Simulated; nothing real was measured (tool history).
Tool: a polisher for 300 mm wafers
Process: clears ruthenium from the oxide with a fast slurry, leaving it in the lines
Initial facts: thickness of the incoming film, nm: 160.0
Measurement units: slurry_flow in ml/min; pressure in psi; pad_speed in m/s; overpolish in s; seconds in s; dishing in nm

run 1 hour=0.0 | slurry_flow=130 pressure=2.8 pad_speed=1.24 slurry_solids=1.0 overpolish=10 | seconds=34.845 dishing=34.523
run 2 hour=0.9 | slurry_flow=130 pressure=2.8 pad_speed=1.24 slurry_solids=1.0 overpolish=11 | seconds=34.989 dishing=38.711
run 3 hour=3.7 | slurry_flow=130 pressure=2.8 pad_speed=1.24 slurry_solids=1.0 overpolish=12 | seconds=34.714 dishing=41.499
run 4 hour=4.9 | slurry_flow=130 pressure=2.8 pad_speed=1.24 slurry_solids=1.0 overpolish=13 | seconds=34.817 dishing=44.853
run 5 hour=8.7 | slurry_flow=130 pressure=2.8 pad_speed=1.24 slurry_solids=1.0 overpolish=14 | seconds=34.847 dishing=49.442
-- hour=16.4 worn pad replaced by a new one
run 6 hour=16.4 | slurry_flow=130 pressure=2.8 pad_speed=1.24 slurry_solids=1.0 overpolish=15 | seconds=32.469 dishing=53.603
run 7 hour=25.0 | slurry_flow=100 pressure=2.5 pad_speed=1.24 slurry_solids=1.0 overpolish=18 | seconds=38.926 dishing=53.679

Run 8 comes next. What will it give?
run 8 hour=28.1 | slurry_flow=110 pressure=2.5 pad_speed=1.24 slurry_solids=1.0 overpolish=18 | seconds=? dishing=?

{"run 8": {"seconds": 37.471, "dishing": 54.325}}
